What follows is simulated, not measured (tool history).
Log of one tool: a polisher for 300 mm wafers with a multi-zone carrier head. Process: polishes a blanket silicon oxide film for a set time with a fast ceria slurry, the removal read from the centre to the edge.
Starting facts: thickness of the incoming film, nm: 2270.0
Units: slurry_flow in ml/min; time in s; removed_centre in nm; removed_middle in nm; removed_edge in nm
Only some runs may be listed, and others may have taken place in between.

run,day,slurry_flow,centre_zone,middle_zone,edge_zone,time,removed_centre,removed_middle,removed_edge
1,0,145,1,1,1,45,467.34,461.65,461.41
2,0.367,160,1.04,1.01,1.05,50,541.33,540.38,535.87
3,0.488,190,1.04,1.01,1.05,50,572.49,540.02,553.84
4,0.758,200,1.07,1.01,1.08,53,602.96,578.38,601.81
5,0.896,190,1.07,1.01,1.08,53,604.19,581.46,591.83
6,0.921,155,1.07,1.01,1.08,53,580.4,567.66,571.67
7,1.054,155,1.07,1.01,1.08,53,583.6,549.02,575.4
# day 1.129: worn pad replaced by a new one
8,1.129,170,1.1,1.02,1.09,56,703.9,667.98,687.64
9,1.188,175,1.12,1.02,1.08,56,730.58,676.71,683.33

What does the tool deliver on the next run?
10,1.433,185,1.13,1.01,1.09,57,?,?,?

removed_centre: 761.75 nm
removed_middle: 695.97 nm
removed_edge: 706.84 nm
